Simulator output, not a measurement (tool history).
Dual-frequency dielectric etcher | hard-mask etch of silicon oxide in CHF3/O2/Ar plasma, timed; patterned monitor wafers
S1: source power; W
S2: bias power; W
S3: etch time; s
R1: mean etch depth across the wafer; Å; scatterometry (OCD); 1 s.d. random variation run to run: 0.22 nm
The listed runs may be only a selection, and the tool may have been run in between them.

run	day	S1	S2	S3	R1
1	0	550	231	21.5	432.01
2	0.162	550	231	22.5	450.57
3	0.312	550	231	21.5	430.27
4	0.592	580	233	21.5	443.16
5	0.762	540	233	21.5	425.7
6	0.783	540	261	21.5	449.27

What will run 7 give?
7	0.883	540	261	21.5	?

R1: 449.82 Å
